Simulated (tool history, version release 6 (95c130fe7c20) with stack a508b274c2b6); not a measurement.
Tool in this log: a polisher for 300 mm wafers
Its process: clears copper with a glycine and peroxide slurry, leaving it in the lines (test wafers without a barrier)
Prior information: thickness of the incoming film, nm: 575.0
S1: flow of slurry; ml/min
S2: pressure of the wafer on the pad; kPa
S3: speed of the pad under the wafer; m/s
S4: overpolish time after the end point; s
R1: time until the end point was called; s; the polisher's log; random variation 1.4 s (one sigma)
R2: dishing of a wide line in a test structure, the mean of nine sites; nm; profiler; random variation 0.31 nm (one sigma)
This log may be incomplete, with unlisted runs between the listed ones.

run	hour	S1	S2	S3	S4	R1	R2
1	0	260	21.4	0.98	14	92.53	42.638
2	0.9	310	21.4	0.98	14	89.958	44.435
3	2.6	275	20	1	12	93.558	39.651
4	3.9	275	20	0.88	12	103.21	37.235
5	11.7	250	19.3	0.88	10	106.84	32.292
6	16.7	250	19.3	0.7	10	126.12	28.132

Forecast run 7:
7	22.5	250	20	0.7	9	?	?

{"run 7": {"R1": 125.87, "R2": 26.832}}

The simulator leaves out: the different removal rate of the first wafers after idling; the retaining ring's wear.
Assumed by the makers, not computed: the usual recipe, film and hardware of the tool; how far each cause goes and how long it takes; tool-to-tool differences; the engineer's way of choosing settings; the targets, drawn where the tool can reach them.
